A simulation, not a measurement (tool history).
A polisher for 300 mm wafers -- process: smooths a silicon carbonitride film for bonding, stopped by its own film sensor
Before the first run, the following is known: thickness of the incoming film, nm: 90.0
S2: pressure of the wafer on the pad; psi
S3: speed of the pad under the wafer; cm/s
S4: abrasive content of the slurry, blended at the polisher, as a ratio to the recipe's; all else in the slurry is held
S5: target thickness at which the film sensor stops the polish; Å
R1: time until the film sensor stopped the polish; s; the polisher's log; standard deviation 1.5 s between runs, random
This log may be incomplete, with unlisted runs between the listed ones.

run 1 hour=0.0 | flow_of_slurry_(ml/min)=255 S2=2.6 S3=68 S4=1.0 S5=800 | R1=48.811
run 2 hour=2.1 | flow_of_slurry_(ml/min)=255 S2=2.3 S3=68 S4=1.0 S5=800 | R1=53.785
run 3 hour=7.3 | flow_of_slurry_(ml/min)=290 S2=2.3 S3=68 S4=1.0 S5=800 | R1=55.300
run 4 hour=12.4 | flow_of_slurry_(ml/min)=290 S2=2.3 S3=68 S4=1.0 S5=800 | R1=54.705
run 5 hour=16.7 | flow_of_slurry_(ml/min)=290 S2=2.0 S3=58 S4=1.0 S5=800 | R1=70.521
run 6 hour=18.9 | flow_of_slurry_(ml/min)=290 S2=1.8 S3=54 S4=1.0 S5=800 | R1=81.790
run 7 hour=26.4 | flow_of_slurry_(ml/min)=290 S2=1.6 S3=52 S4=1.0 S5=800 | R1=92.933

Run 8 is up next; what results do you expect?
run 8 hour=34.5 | flow_of_slurry_(ml/min)=290 S2=1.5 S3=50 S4=1.0 S5=800 | R1=?

R1: 100.820 s

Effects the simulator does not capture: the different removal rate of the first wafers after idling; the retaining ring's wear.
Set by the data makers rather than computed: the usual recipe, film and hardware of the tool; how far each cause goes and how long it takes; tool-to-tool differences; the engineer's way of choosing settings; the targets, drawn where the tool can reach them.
